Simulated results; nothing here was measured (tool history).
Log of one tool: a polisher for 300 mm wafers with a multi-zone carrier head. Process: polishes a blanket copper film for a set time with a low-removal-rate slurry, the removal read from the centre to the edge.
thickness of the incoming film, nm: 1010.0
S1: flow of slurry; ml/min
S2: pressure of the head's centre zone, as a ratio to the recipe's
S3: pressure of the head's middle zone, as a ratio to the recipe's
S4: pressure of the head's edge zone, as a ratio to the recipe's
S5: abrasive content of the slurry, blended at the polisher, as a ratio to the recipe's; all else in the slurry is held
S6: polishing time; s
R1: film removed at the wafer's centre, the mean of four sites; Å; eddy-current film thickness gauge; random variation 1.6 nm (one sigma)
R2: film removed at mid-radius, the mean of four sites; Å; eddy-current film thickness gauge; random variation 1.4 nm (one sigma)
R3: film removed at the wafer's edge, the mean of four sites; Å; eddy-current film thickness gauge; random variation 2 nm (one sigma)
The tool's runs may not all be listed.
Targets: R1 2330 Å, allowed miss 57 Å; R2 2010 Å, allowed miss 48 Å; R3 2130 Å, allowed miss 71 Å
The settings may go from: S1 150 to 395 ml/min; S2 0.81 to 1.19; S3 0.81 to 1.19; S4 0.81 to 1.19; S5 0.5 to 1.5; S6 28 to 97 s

{"run": 1, "hour": 0.0, "S1": 250, "S2": 1, "S3": 1, "S4": 1, "S5": 1, "S6": 62, "R1": 1767.2, "R2": 1797.7, "R3": 1773.8}
{"run": 2, "hour": 7.7, "S1": 270, "S2": 1.04, "S3": 1, "S4": 1.05, "S5": 1.05, "S6": 62, "R1": 1874.8, "R2": 1808.5, "R3": 1840}
{"run": 3, "hour": 14.7, "S1": 270, "S2": 1.04, "S3": 0.94, "S4": 1.05, "S5": 1.05, "S6": 62, "R1": 1888.7, "R2": 1727.1, "R3": 1855.6}
{"run": 4, "hour": 18.8, "S1": 270, "S2": 1.04, "S3": 0.94, "S4": 0.97, "S5": 1.05, "S6": 62, "R1": 1875.4, "R2": 1730.1, "R3": 1764.1}
{"run": 5, "hour": 23.4, "S1": 280, "S2": 1.07, "S3": 0.96, "S4": 1.02, "S5": 1.15, "S6": 62, "R1": 1971.3, "R2": 1821, "R3": 1833.7}
{"run": 6, "hour": 25.6, "S1": 290, "S2": 1.09, "S3": 0.96, "S4": 1.06, "S5": 1.2, "S6": 62, "R1": 2031.3, "R2": 1826.3, "R3": 1922.3}
{"run": 7, "hour": 34.3, "S1": 305, "S2": 1.12, "S3": 0.97, "S4": 1.09, "S5": 1.25, "S6": 62, "R1": 2149.7, "R2": 1880, "R3": 1962.6}
{"run": 8, "hour": 39.7, "S1": 315, "S2": 1.13, "S3": 0.98, "S4": 1.11, "S5": 1.3, "S6": 62, "R1": 2150.3, "R2": 1902.9, "R3": 1971}
{"run": 9, "hour": 43.7, "S1": 315, "S2": 1.14, "S3": 0.98, "S4": 1.13, "S5": 1.35, "S6": 62, "R1": 2202.9, "R2": 1934.6, "R3": 1978.3}
{"run": 10, "hour": 51.9, "S1": 325, "S2": 1.14, "S3": 0.97, "S4": 1.15, "S5": 1.4, "S6": 62, "R1": 2222, "R2": 1938.3, "R3": 2095.5}

Which of these 4 next moves meets every target?
{"run": "A", "hour": 60.1, "S1": 390, "S2": 1.13, "S3": 0.96, "S4": 1.09, "S5": 1.05, "S6": 69, "R1": "?", "R2": "?", "R3": "?"}
{"run": "B", "hour": 60.1, "S1": 345, "S2": 1.13, "S3": 0.97, "S4": 1.19, "S5": 1.5, "S6": 60, "R1": "?", "R2": "?", "R3": "?"}
{"run": "C", "hour": 60.1, "S1": 330, "S2": 1.15, "S3": 1.04, "S4": 1.13, "S5": 1.4, "S6": 65, "R1": "?", "R2": "?", "R3": "?"}
{"run": "D", "hour": 60.1, "S1": 310, "S2": 1.11, "S3": 1, "S4": 1.16, "S5": 1.45, "S6": 63, "R1": "?", "R2": "?", "R3": "?"}

move=A R1=2320.4 R2=2049.7 R3=2175.5
move=B R1=2153.1 R2=1919.1 R3=2106.9
move=C R1=2328.2 R2=2157.7 R3=2187.6
move=D R1=2184 R2=2030.6 R3=2153.8
A: meets every target
B: further off than the last run
C: brings the result that was furthest off to its target, and leaves another outside
D: further off than the last run
The right move is A.
